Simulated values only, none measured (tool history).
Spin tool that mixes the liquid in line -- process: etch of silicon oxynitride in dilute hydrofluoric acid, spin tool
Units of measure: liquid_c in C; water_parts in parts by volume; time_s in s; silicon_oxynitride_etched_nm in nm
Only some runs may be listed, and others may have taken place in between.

| run | hour | liquid_c | water_parts | time_s | silicon_oxynitride_etched_nm |
|---|---|---|---|---|---|
| 1 | 0 | 25 | 150 | 265 | 10.46 |
| 2 | 2.5 | 25 | 150 | 265 | 10.404 |
| 3 | 9.1 | 21.5 | 150 | 265 | 8.7406 |
| 4 | 16.3 | 21.5 | 150 | 285 | 9.4018 |
| 5 | 18.1 | 20.5 | 150 | 285 | 8.8826 |
| 6 | 21.3 | 20 | 150 | 285 | 8.8458 |
| 7 | 24.3 | 19.5 | 150 | 285 | 8.5722 |
| 8 | 26.3 | 19 | 150 | 285 | 8.395 |
| 9 | 33 | 18.5 | 150 | 285 | 8.1509 |

Run 10 is up next; what results do you expect?
| 10 | 33.8 | 18.5 | 150 | 285 | ? |

Run 10 measured silicon_oxynitride_etched_nm 8.1663 nm.
